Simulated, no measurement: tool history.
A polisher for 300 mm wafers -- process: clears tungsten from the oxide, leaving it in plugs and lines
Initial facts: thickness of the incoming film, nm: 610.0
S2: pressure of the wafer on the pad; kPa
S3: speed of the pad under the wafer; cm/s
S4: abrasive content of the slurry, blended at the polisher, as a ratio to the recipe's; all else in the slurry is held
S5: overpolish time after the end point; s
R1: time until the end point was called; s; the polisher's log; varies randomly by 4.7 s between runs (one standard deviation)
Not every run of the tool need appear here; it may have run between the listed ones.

{"run": 1, "hour": 0.0, "flow of slurry (ml/min)": 180, "S2": 18.6, "S3": 116, "S4": 1, "S5": 44, "R1": 151.09}
{"run": 2, "hour": 3.2, "flow of slurry (ml/min)": 180, "S2": 17.2, "S3": 116, "S4": 1, "S5": 44, "R1": 161.69}
{"run": 3, "hour": 6.4, "flow of slurry (ml/min)": 180, "S2": 17.2, "S3": 116, "S4": 1, "S5": 47, "R1": 166.02}
{"run": 4, "hour": 8.0, "flow of slurry (ml/min)": 180, "S2": 15.9, "S3": 114, "S4": 1, "S5": 47, "R1": 174.84}
{"run": 5, "hour": 15.8, "flow of slurry (ml/min)": 180, "S2": 14.5, "S3": 112, "S4": 1, "S5": 47, "R1": 187.67}
{"run": 6, "hour": 23.8, "flow of slurry (ml/min)": 225, "S2": 14.5, "S3": 112, "S4": 1, "S5": 47, "R1": 182.96}

Predict the results of run 7:
{"hour": 31.7, "done": "slurry blender recalibrated"}
{"run": 7, "hour": 31.7, "flow of slurry (ml/min)": 225, "S2": 13.1, "S3": 110, "S4": 1, "S5": 47, "R1": "?"}

R1: 190.14 s
